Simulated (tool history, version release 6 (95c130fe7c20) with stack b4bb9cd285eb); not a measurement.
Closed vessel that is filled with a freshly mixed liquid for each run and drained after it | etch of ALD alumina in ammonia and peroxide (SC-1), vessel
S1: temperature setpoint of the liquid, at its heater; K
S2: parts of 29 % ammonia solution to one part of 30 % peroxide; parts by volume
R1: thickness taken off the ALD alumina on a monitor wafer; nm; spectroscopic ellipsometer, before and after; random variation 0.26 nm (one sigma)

Run 1, hour 0: S1 320.15 K, S2 0.8 parts by volume, time in the liquid (s) 1230. Result: R1 59.074 nm.
Run 2, hour 0.9: S1 320.15 K, S2 0.8 parts by volume, time in the liquid (s) 1230. Result: R1 59.228 nm.
Run 3, hour 7.6: S1 318.65 K, S2 0.8 parts by volume, time in the liquid (s) 1230. Result: R1 54.214 nm.
Run 4, hour 11: S1 318.65 K, S2 0.8 parts by volume, time in the liquid (s) 1310. Result: R1 57.44 nm.
Run 5, hour 18.4: S1 318.65 K, S2 0.8 parts by volume, time in the liquid (s) 1310. Result: R1 57.654 nm.
Run 6, hour 19.3: S1 317.65 K, S2 0.8 parts by volume, time in the liquid (s) 1310. Result: R1 53.8 nm.
Run 7, hour 26.3: S1 316.65 K, S2 0.8 parts by volume, time in the liquid (s) 1310. Result: R1 51.362 nm.
Run 8, hour 30.1: S1 315.65 K, S2 0.8 parts by volume, time in the liquid (s) 1310. Result: R1 48.972 nm.

Forecast run 9:
Run 9, hour 33.1: S1 315.15 K, S2 0.8 parts by volume, time in the liquid (s) 1305. Result: R1 ?.

{"run 9": {"R1": 46.457}}

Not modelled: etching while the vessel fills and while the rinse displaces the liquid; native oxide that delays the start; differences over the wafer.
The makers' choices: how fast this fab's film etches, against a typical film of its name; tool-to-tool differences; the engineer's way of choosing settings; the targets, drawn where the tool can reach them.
